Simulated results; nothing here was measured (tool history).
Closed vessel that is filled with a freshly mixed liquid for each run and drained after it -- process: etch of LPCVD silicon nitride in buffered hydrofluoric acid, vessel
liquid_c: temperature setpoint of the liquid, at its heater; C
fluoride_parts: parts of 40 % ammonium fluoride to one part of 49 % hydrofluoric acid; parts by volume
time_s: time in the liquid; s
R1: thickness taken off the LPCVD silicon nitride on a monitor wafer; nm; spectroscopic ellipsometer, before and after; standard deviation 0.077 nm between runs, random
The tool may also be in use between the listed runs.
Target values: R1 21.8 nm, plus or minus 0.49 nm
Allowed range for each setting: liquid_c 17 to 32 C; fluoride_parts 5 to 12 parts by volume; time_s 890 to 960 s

{"run": 1, "day": 0.0, "liquid_c": 24, "fluoride_parts": 7, "time_s": 890, "R1": 15.779}
{"run": 2, "day": 0.296, "liquid_c": 26, "fluoride_parts": 7, "time_s": 890, "R1": 17.611}
{"run": 3, "day": 0.521, "liquid_c": 26, "fluoride_parts": 6, "time_s": 890, "R1": 20.2}
{"run": 4, "day": 0.712, "liquid_c": 26, "fluoride_parts": 5, "time_s": 890, "R1": 23.683}
{"run": 5, "day": 0.921, "liquid_c": 25.5, "fluoride_parts": 5, "time_s": 890, "R1": 22.967}
{"run": 6, "day": 1.029, "liquid_c": 27.5, "fluoride_parts": 5, "time_s": 890, "R1": 25.352}
{"run": 7, "day": 1.375, "liquid_c": 26.5, "fluoride_parts": 5, "time_s": 890, "R1": 24.251}
{"run": 8, "day": 1.579, "liquid_c": 26, "fluoride_parts": 5, "time_s": 890, "R1": 23.569}
{"run": 9, "day": 1.825, "liquid_c": 25.5, "fluoride_parts": 5, "time_s": 890, "R1": 22.975}
{"run": 10, "day": 2.183, "liquid_c": 25, "fluoride_parts": 5, "time_s": 890, "R1": 22.329}

Next run, 4 choices. One meets every target within its allowed miss, the rest don't. Which?
{"run": "A", "day": 2.542, "liquid_c": 25, "fluoride_parts": 5, "time_s": 920, "R1": "?"}
{"run": "B", "day": 2.542, "liquid_c": 23, "fluoride_parts": 5, "time_s": 960, "R1": "?"}
{"run": "C", "day": 2.542, "liquid_c": 24.5, "fluoride_parts": 5, "time_s": 930, "R1": "?"}
{"run": "D", "day": 2.542, "liquid_c": 25.5, "fluoride_parts": 5, "time_s": 890, "R1": "?"}

move=A R1=23.249
move=B R1=21.761
move=C R1=22.875
move=D R1=23.106
A: moves away from the targets compared with the last run
B: all results land within tolerance of their targets
C: moves away from the targets compared with the last run
D: moves away from the targets compared with the last run
Answer: B
